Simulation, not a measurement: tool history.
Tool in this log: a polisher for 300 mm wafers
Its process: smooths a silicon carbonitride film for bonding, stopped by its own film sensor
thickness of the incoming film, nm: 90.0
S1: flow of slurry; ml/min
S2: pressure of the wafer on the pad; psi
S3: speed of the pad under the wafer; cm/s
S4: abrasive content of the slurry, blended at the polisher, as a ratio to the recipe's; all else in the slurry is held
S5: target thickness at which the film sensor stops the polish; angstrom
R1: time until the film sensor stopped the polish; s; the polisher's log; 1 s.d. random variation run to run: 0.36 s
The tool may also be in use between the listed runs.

run	day	S1	S2	S3	S4	S5	R1
1	0.000	150	2.4	112	1.0	750	53.265
2	0.029	155	2.5	112	1.0	750	51.128
3	0.400	155	2.5	112	1.1	750	49.009
4	0.596	155	2.5	112	1.3	750	44.764
5	0.633	155	2.8	112	1.3	750	40.827
6	0.862	155	3.0	112	1.3	750	37.775

Expected results for the next run?
7	1.175	150	2.9	112	1.3	750	?

Run 7 produced R1 39.269 s.

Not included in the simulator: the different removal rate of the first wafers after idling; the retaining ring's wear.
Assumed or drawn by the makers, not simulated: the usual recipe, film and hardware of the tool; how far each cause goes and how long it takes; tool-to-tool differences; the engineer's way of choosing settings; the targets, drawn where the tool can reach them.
